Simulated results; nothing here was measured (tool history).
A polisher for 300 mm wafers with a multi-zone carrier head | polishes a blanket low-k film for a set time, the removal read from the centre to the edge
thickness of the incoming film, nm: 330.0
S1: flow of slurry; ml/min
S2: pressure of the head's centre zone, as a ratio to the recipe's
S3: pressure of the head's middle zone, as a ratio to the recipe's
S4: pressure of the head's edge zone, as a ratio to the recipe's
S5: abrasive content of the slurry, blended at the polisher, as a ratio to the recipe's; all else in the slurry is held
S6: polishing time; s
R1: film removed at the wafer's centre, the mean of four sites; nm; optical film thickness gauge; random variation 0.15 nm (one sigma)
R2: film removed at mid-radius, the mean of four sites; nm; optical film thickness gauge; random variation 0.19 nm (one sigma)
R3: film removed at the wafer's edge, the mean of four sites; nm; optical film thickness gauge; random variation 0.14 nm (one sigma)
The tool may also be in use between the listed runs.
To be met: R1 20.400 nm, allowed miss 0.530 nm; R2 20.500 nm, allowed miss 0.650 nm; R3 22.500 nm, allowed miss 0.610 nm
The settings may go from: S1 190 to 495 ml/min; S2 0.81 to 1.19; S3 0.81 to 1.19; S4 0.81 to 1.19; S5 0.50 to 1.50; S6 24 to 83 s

run,hour,S1,S2,S3,S4,S5,S6,R1,R2,R3
1,0.0,320,1.00,1.00,1.00,1.00,53,19.010,18.437,19.238
2,5.4,320,1.00,1.00,1.00,0.90,53,18.068,17.216,18.191
3,9.1,375,1.00,1.00,1.00,0.90,53,18.607,17.378,18.169
4,13.1,375,1.04,1.00,1.00,0.90,53,18.788,17.514,18.093
5,18.6,375,1.04,1.03,1.00,0.90,53,18.837,17.673,18.385
6,19.1,375,1.04,1.03,1.00,0.85,53,18.473,17.322,17.621
7,24.7,365,1.03,1.04,1.04,0.95,53,19.343,18.338,19.011
8,31.8,345,1.00,1.04,1.07,1.00,53,19.273,18.869,19.829
9,36.4,335,0.99,1.04,1.10,1.05,53,19.758,19.474,20.514
10,39.0,325,0.98,1.03,1.12,1.10,53,19.659,19.500,21.082
11,48.0,325,0.98,1.03,1.14,1.15,53,20.587,19.812,21.916

5 next moves are on the table. One of them brings every result within its allowed miss. Which?
A,57.0,370,0.96,1.07,1.09,1.15,53,?,?,?
B,57.0,190,1.02,0.97,1.19,1.25,52,?,?,?
C,57.0,300,1.03,1.02,1.14,1.20,50,?,?,?
D,57.0,445,0.95,1.01,1.15,1.00,57,?,?,?
E,57.0,285,1.05,1.02,1.18,1.15,51,?,?,?

move,R1,R2,R3
A,20.338,20.596,21.231
B,20.576,18.506,21.938
C,20.207,18.775,20.702
D,20.541,19.930,22.142
E,20.416,18.728,21.042
A: brings the result that was furthest off to its target, and leaves another outside
B: further off than the last run
C: further off than the last run
D: meets every target
E: further off than the last run
The right move is D.
